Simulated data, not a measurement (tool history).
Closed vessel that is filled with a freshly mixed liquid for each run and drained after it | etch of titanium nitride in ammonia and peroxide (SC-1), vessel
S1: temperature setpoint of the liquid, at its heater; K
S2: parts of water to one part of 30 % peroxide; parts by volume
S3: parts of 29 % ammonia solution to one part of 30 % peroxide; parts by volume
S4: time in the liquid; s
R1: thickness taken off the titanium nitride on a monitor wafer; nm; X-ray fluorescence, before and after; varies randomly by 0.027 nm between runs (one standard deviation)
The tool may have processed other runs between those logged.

run  hour      S1    S2    S3   S4      R1
  1     0  333.15  15.5  0.65  135  7.2653
  2   7.6  333.15  15.5  0.45  135  6.9336
  3  11.1  333.15    21  0.45  135  5.8477
  4  19.2  331.65    21  0.45  135  5.2124
  5  24.4  330.65    21  0.45  135  4.9628
  6    26  335.65    21  0.45  135  6.8985
  7  30.7  334.15    21  0.45  135  6.2638
  8  38.4  332.65    21  0.45  135  5.7062
  9  39.6  331.15    21  0.45  135  5.0594
 10  40.6  330.15    21  0.45  135  4.7522
 11  45.7  329.15    21  0.45  135  4.5014
 12  47.5  328.15    21  0.45  135  4.1493

Predict the results of run 13:
 13    51  327.65  21  0.45  135   ?

R1: 4.0841 nm
